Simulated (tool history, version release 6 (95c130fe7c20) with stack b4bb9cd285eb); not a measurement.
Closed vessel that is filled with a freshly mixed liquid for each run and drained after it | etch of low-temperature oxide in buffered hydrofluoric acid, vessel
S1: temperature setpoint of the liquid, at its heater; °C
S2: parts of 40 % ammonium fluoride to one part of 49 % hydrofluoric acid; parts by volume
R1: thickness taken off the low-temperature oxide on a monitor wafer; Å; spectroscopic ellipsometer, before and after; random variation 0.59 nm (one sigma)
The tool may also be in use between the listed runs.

{"run": 1, "hour": 0.0, "S1": 24, "S2": 14.5, "time in the liquid (s)": 30, "R1": 1281.9}
{"run": 2, "hour": 1.4, "S1": 23, "S2": 14.5, "time in the liquid (s)": 30, "R1": 1216.5}
{"run": 3, "hour": 4.8, "S1": 25, "S2": 14.5, "time in the liquid (s)": 30, "R1": 1354.8}
{"run": 4, "hour": 5.6, "S1": 23.5, "S2": 14.5, "time in the liquid (s)": 30, "R1": 1245.7}
{"run": 5, "hour": 11.8, "S1": 23.5, "S2": 18.5, "time in the liquid (s)": 30, "R1": 983.35}
{"run": 6, "hour": 20.3, "S1": 23.5, "S2": 20.5, "time in the liquid (s)": 30, "R1": 887.72}
{"run": 7, "hour": 25.3, "S1": 24.5, "S2": 20.5, "time in the liquid (s)": 30, "R1": 948.68}
{"run": 8, "hour": 31.5, "S1": 25, "S2": 20.5, "time in the liquid (s)": 30, "R1": 969.68}

The next listed run, before its measurement:
{"run": 9, "hour": 36.5, "S1": 25.5, "S2": 20.5, "time in the liquid (s)": 30, "R1": "?"}

{"run 9": {"R1": 1001.8}}
